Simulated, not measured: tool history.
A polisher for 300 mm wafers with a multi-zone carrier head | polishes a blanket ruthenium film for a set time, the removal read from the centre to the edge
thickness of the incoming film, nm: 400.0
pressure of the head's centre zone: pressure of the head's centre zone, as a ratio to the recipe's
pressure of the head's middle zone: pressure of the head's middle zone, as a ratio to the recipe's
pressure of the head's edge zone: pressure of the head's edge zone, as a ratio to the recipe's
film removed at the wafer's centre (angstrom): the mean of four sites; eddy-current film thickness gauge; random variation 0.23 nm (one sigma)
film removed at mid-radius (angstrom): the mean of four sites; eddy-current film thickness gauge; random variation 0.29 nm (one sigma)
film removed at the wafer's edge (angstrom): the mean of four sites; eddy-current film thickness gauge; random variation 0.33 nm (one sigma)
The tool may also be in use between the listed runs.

| run | hour | flow of slurry (ml/min) | pressure of the head's centre zone | pressure of the head's middle zone | pressure of the head's edge zone | polishing time (s) | film removed at the wafer's centre (angstrom) | film removed at mid-radius (angstrom) | film removed at the wafer's edge (angstrom) |
|---|---|---|---|---|---|---|---|---|---|
| 1 | 0 | 160 | 1 | 1 | 1 | 35 | 213.51 | 217.02 | 208.4 |
| 2 | 0.9 | 160 | 1 | 1 | 0.93 | 35 | 215 | 216.4 | 214.63 |
| 3 | 2.5 | 120 | 1 | 1 | 0.93 | 35 | 198.4 | 205.17 | 197.57 |
| 4 | 4.5 | 155 | 1.03 | 1.03 | 0.93 | 35 | 223.18 | 220.69 | 205.13 |
| 5 | 6.1 | 175 | 1.03 | 1.04 | 0.93 | 35 | 228.49 | 221.29 | 209.15 |
| 6 | 7.4 | 210 | 1.03 | 1.04 | 0.93 | 35 | 233.59 | 229.47 | 218.75 |

The next listed run, before its measurement:
| 7 | 8.1 | 215 | 1.04 | 1.06 | 0.93 | 35 | ? | ? | ? |

film removed at the wafer's centre (angstrom): 236.4
film removed at mid-radius (angstrom): 238.17
film removed at the wafer's edge (angstrom): 206.67
